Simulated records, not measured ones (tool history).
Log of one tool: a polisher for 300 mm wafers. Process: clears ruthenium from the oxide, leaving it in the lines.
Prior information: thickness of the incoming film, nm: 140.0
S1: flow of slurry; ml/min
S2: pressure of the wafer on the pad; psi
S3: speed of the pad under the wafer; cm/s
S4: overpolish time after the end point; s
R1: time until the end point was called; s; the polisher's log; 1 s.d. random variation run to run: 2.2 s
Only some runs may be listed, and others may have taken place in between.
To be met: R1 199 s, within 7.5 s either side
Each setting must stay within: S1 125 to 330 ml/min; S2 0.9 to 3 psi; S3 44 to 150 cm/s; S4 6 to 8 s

run,hour,S1,S2,S3,S4,R1
1,0,210,1.9,96,8,119.93
2,2,210,1.7,96,8,132.98
3,3,210,2,96,8,113.61
4,6.4,175,2,96,8,115.66
5,14.2,125,2,96,8,118.1
6,19.5,125,2,96,8,117.26
7,26.2,125,1.8,96,8,132.98
8,33.9,125,1.7,96,8,140.61
9,35.9,125,1.6,96,8,148.18
10,40.5,125,1.5,96,8,157.25

Which of these 5 next moves meets every target?
A,45.1,130,1.9,108,8,?
B,45.1,140,1.8,106,6,?
C,45.1,125,1.4,80,7,?
D,45.1,130,1.6,78,8,?
E,45.1,135,1.8,94,8,?

move,R1
A,109.91
B,117.12
C,196.93
D,176.73
E,131.76
A: its largest miss is bigger than the last run's
B: its largest miss is bigger than the last run's
C: in spec on every target
D: closer than the last run, but not yet in spec
E: its largest miss is bigger than the last run's
Answer: C
